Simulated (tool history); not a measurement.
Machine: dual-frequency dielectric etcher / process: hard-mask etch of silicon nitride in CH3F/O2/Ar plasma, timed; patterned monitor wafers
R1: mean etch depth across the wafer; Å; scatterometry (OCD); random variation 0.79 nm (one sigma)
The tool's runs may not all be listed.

run 1 hour=0.0 | source_power_(W)=500 bias_power_(W)=81 etch_time_(s)=156.5 | R1=1262.7
run 2 hour=6.1 | source_power_(W)=520 bias_power_(W)=82 etch_time_(s)=156.5 | R1=1304.5
run 3 hour=10.9 | source_power_(W)=530 bias_power_(W)=82 etch_time_(s)=156.5 | R1=1305.8
run 4 hour=18.0 | source_power_(W)=540 bias_power_(W)=82 etch_time_(s)=156.5 | R1=1313.7
run 5 hour=19.8 | source_power_(W)=540 bias_power_(W)=89 etch_time_(s)=156.5 | R1=1364.8
run 6 hour=20.5 | source_power_(W)=550 bias_power_(W)=89 etch_time_(s)=156.5 | R1=1385.1

Run 7 has not been measured yet. What should we expect?
run 7 hour=22.5 | source_power_(W)=550 bias_power_(W)=89 etch_time_(s)=156.5 | R1=?

Run 7 produced R1 1368.9 Å.

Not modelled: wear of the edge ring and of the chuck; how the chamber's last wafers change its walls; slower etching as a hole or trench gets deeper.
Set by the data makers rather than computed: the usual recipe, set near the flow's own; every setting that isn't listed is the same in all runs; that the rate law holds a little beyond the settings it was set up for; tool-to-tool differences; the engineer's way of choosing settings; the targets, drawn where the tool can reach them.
